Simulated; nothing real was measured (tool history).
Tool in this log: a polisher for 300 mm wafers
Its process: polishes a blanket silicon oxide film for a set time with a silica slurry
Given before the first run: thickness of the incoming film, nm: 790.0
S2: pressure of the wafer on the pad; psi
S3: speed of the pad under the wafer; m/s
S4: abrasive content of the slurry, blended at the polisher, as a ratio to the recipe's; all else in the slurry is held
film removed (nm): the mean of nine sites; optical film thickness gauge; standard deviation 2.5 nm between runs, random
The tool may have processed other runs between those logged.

Run 1, day 0: flow of slurry (ml/min) 135, S2 3.6 psi, S3 1.42 m/s, S4 1, polishing time (s) 83. Result: film removed (nm) 246.85.
Run 2, day 0.308: flow of slurry (ml/min) 135, S2 3.6 psi, S3 1.42 m/s, S4 1.1, polishing time (s) 83. Result: film removed (nm) 259.84.
Run 3, day 0.454: flow of slurry (ml/min) 135, S2 3.6 psi, S3 1.22 m/s, S4 1.1, polishing time (s) 83. Result: film removed (nm) 229.9.
Run 4, day 0.633: flow of slurry (ml/min) 135, S2 3.6 psi, S3 1.22 m/s, S4 1.1, polishing time (s) 83. Result: film removed (nm) 227.74.
Run 5, day 0.671: flow of slurry (ml/min) 135, S2 2.7 psi, S3 1.22 m/s, S4 1.1, polishing time (s) 83. Result: film removed (nm) 173.39.
Run 6, day 0.729: flow of slurry (ml/min) 135, S2 2.7 psi, S3 1.08 m/s, S4 1.1, polishing time (s) 83. Result: film removed (nm) 158.36.
Run 7, day 0.792: flow of slurry (ml/min) 140, S2 3.2 psi, S3 1.08 m/s, S4 1.1, polishing time (s) 83. Result: film removed (nm) 185.22.

For run 8, what comes out?
Run 8, day 0.858: flow of slurry (ml/min) 140, S2 3.6 psi, S3 1.08 m/s, S4 1.1, polishing time (s) 83. Result: film removed (nm) ?.

Run 8 yielded film removed (nm) 209.26.
